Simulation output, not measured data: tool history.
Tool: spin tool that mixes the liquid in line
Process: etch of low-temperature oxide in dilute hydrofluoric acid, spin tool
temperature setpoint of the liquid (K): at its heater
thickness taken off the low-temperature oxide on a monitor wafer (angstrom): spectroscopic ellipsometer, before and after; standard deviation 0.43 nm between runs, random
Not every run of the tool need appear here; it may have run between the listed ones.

run,day,temperature setpoint of the liquid (K),parts of water to one part of 49 % hydrofluoric acid (parts by volume),time under the liquid (s),thickness taken off the low-temperature oxide on a monitor wafer (angstrom)
1,0,294.15,120,295,725.97
2,0.154,290.65,120,295,627.81
3,0.208,291.15,120,295,639.09
4,0.517,291.15,120,315,686.06
5,0.683,291.65,120,315,698.12
6,0.962,290.15,120,315,652.1
7,1.179,290.65,120,315,675.19

Predict the results of run 8:
8,1.204,291.15,120,315,?

thickness taken off the low-temperature oxide on a monitor wafer (angstrom): 683.9
